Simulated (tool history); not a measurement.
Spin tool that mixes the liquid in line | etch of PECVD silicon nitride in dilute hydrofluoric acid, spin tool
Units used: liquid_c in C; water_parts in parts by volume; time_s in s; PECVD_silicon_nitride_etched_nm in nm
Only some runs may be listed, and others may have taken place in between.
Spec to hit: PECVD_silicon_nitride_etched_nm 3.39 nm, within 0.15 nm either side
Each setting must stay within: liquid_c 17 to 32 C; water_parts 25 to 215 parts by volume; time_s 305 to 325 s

run	hour	liquid_c	water_parts	time_s	PECVD_silicon_nitride_etched_nm
1	0	24	120	305	5.5308
2	8	23	120	305	5.0219
3	14.4	23	100	305	6.2115
4	15.2	22	105	305	5.5644
5	16.4	22	65	305	8.6557
6	22	23.5	65	305	9.8359
7	29.8	22.5	70	305	8.4915
8	35.8	21.5	75	305	7.302
9	43.8	21	80	305	6.7048
10	52.6	20.5	85	305	6.0912
11	61.2	20	90	305	5.5832
12	61.9	19.5	95	305	5.1658
13	62.4	19	100	305	4.6045

Consider the 4 candidate settings below. Which is the only one whose results all fall within their allowed miss of target?
A	62.9	19.5	75	325	?
B	62.9	17	120	305	?
C	62.9	17.5	90	325	?
D	62.9	18.5	75	305	?

move	PECVD_silicon_nitride_etched_nm
A	6.7654
B	3.3833
C	4.932
D	5.924
A: moves away from the targets compared with the last run
B: hits every target within its allowed miss
C: moves away from the targets compared with the last run
D: moves away from the targets compared with the last run
The move that meets every target is B.

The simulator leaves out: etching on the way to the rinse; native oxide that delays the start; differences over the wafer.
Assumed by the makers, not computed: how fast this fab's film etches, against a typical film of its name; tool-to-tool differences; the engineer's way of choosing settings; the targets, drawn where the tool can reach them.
